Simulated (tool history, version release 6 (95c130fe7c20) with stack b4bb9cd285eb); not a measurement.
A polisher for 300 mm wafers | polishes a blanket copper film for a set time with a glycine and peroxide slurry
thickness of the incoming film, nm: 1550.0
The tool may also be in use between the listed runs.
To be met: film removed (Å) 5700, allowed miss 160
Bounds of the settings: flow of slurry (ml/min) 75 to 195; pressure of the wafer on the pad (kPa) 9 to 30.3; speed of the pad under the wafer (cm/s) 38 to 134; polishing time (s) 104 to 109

run,day,flow of slurry (ml/min),pressure of the wafer on the pad (kPa),speed of the pad under the wafer (cm/s),polishing time (s),film removed (Å)
1,0,125,19.3,86,104,3924.4
2,0.138,125,15.9,86,104,3354.5
3,0.517,125,15.9,86,109,3547.4
4,0.875,125,15.9,96,109,3863.2
5,1.054,130,17.2,96,109,4125.3
6,1.233,130,12.4,96,109,3261.2
# day 1.525: slurry nozzle cleaned
7,1.525,135,14.5,96,109,3900.2
8,1.642,145,14.5,96,109,3910.3
9,1.854,155,15.2,96,109,4145.8
10,2.112,160,15.9,96,109,4248.4
11,2.412,165,16.5,96,109,4497.8
12,2.754,170,17.2,96,109,4661.4

4 next moves are on the table. One of them brings every result within its allowed miss. Which?
A,3.096,195,23.4,82,109,?
B,3.096,165,20,106,109,?
C,3.096,185,20,118,109,?
D,3.096,175,19.3,104,106,?

move,film removed (Å)
A,5357.4
B,5663.4
C,6314
D,5314.8
A: nearer than the last run, and not there yet
B: meets every target
C: takes the result that was furthest off past its target
D: nearer than the last run, and not there yet
Answer: B

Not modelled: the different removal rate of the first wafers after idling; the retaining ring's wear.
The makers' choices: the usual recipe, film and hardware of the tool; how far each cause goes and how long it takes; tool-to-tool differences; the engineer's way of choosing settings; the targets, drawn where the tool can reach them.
